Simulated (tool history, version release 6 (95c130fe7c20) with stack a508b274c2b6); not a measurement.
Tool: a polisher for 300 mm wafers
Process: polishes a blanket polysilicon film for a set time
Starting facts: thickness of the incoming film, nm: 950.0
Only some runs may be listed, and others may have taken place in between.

run    day  flow of slurry (ml/min)  pressure of the wafer on the pad (kPa)  speed of the pad under the wafer (cm/s)  polishing time (s)  film removed (nm)
  1  0.000                      290                                    20.7                                      124                  21            190.320
  2  0.125                      340                                    20.7                                      124                  21            191.360
  3  0.375                      340                                    17.2                                      112                  21            142.490
  4  0.492                      340                                    13.1                                      112                  21            110.790
  5  0.554                      340                                    13.1                                      112                  21            111.590
  6  0.600                      340                                    11.7                                      108                  21             97.404
  7  0.883                      335                                    11.0                                      108                  21             91.009

What does the tool deliver on the next run?
  8  1.096                      315                                    11.0                                      108                  21                  ?

Run 8 came out at film removed (nm) 91.593.
